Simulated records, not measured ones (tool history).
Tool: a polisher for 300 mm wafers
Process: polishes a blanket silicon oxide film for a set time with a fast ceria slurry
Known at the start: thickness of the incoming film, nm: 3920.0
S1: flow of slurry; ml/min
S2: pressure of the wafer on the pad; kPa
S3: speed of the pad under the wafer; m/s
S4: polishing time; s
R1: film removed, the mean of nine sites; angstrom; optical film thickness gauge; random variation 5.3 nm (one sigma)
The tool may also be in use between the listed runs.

Run 1, hour 0.0: S1 190 ml/min, S2 16.5 kPa, S3 0.80 m/s, S4 55 s. Result: R1 5755.6 angstrom.
Run 2, hour 4.0: S1 190 ml/min, S2 16.5 kPa, S3 0.80 m/s, S4 55 s. Result: R1 5787.3 angstrom.
Run 3, hour 6.6: S1 190 ml/min, S2 20.7 kPa, S3 0.80 m/s, S4 55 s. Result: R1 7004.2 angstrom.
Run 4, hour 11.7: S1 190 ml/min, S2 19.3 kPa, S3 0.80 m/s, S4 55 s. Result: R1 6615.0 angstrom.
At hour 18.9: worn pad replaced by a new one.
Run 5, hour 18.9: S1 190 ml/min, S2 19.3 kPa, S3 0.80 m/s, S4 49 s. Result: R1 6169.3 angstrom.
Run 6, hour 22.5: S1 190 ml/min, S2 19.3 kPa, S3 1.00 m/s, S4 49 s. Result: R1 7659.4 angstrom.
Run 7, hour 29.5: S1 180 ml/min, S2 15.2 kPa, S3 0.98 m/s, S4 49 s. Result: R1 6126.2 angstrom.

Forecast run 8:
Run 8, hour 37.7: S1 180 ml/min, S2 14.5 kPa, S3 0.98 m/s, S4 49 s. Result: R1 ?.

R1: 5820.7 angstrom
